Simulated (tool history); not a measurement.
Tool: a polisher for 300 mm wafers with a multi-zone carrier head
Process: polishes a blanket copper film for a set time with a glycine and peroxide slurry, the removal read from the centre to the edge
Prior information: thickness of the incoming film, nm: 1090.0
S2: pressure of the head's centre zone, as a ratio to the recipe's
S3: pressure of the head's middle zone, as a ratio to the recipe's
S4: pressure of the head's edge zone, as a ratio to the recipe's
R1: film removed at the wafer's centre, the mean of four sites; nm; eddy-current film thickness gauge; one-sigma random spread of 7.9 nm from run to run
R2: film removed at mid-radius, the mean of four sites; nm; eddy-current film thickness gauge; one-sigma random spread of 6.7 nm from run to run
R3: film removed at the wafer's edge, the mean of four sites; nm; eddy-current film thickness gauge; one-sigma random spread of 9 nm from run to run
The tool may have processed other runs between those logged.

Run 1, hour 0: flow of slurry (ml/min) 220, S2 1, S3 1, S4 1, polishing time (s) 57. Result: R1 424.53 nm, R2 412.43 nm, R3 420 nm.
Run 2, hour 5.3: flow of slurry (ml/min) 225, S2 1, S3 1.02, S4 1.04, polishing time (s) 64. Result: R1 494.33 nm, R2 464.4 nm, R3 474.25 nm.
Run 3, hour 13.9: flow of slurry (ml/min) 225, S2 1, S3 1.02, S4 1.04, polishing time (s) 51. Result: R1 387.52 nm, R2 369.91 nm, R3 383.34 nm.
Run 4, hour 15: flow of slurry (ml/min) 225, S2 0.96, S3 1.02, S4 1.06, polishing time (s) 62. Result: R1 443.81 nm, R2 447.75 nm, R3 455.49 nm.
Run 5, hour 20.4: flow of slurry (ml/min) 220, S2 0.95, S3 1.01, S4 1.08, polishing time (s) 70. Result: R1 498.27 nm, R2 494.94 nm, R3 523.86 nm.
Run 6, hour 28.9: flow of slurry (ml/min) 220, S2 0.95, S3 1.01, S4 1.08, polishing time (s) 78. Result: R1 557.84 nm, R2 570.54 nm, R3 573.65 nm.
Run 7, hour 35.4: flow of slurry (ml/min) 230, S2 0.95, S3 1.02, S4 1.11, polishing time (s) 80. Result: R1 566.54 nm, R2 586.55 nm, R3 608.38 nm.
At hour 40.2: worn pad replaced by a new one.
Run 8, hour 40.2: flow of slurry (ml/min) 235, S2 0.96, S3 1.03, S4 1.12, polishing time (s) 81. Result: R1 688.15 nm, R2 689.48 nm, R3 702.43 nm.

Expected results for the next run?
Run 9, hour 48.2: flow of slurry (ml/min) 195, S2 0.95, S3 1.03, S4 1.13, polishing time (s) 81. Result: R1 ?, R2 ?, R3 ?.

Run 9 gave R1 637.86 nm, R2 653.29 nm, R3 693.95 nm.
